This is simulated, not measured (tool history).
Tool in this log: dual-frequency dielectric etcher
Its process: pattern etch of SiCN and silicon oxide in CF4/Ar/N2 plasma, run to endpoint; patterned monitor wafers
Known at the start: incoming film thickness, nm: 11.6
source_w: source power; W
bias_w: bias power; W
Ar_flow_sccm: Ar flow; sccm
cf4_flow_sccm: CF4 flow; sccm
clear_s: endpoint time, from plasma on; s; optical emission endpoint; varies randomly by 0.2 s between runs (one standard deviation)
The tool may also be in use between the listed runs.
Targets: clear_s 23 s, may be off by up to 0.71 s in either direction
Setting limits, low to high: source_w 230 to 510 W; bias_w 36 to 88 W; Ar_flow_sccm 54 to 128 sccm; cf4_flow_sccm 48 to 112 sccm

run	hour	source_w	bias_w	Ar_flow_sccm	cf4_flow_sccm	clear_s
1	0	370	62	91	80	17.589
2	1.2	400	62	91	80	16.433
3	3.8	380	61	91	80	16.885
4	7.2	360	60	92	79	18.036
5	15.3	340	59	92	79	19.003
6	17.7	330	59	92	79	19.645
7	25.3	320	59	92	79	19.625
8	28.9	310	59	92	79	20.317
9	31.5	300	59	92	79	21.324

Below are 5 possible settings for the next run. Only one of them brings all results inside the allowed miss of their targets. Which is it?
A	34.1	270	47	109	85	?
B	34.1	360	57	83	78	?
C	34.1	270	62	80	66	?
D	34.1	350	48	83	74	?
E	34.1	290	62	89	85	?

move	clear_s
A	24.198
B	17.788
C	22.761
D	18.975
E	21.011
A: moves the result that the last run missed by most past its target, out the other side
B: its largest miss is bigger than the last run's
C: all results land within tolerance of their targets
D: its largest miss is bigger than the last run's
E: its largest miss is bigger than the last run's
C meets every target.
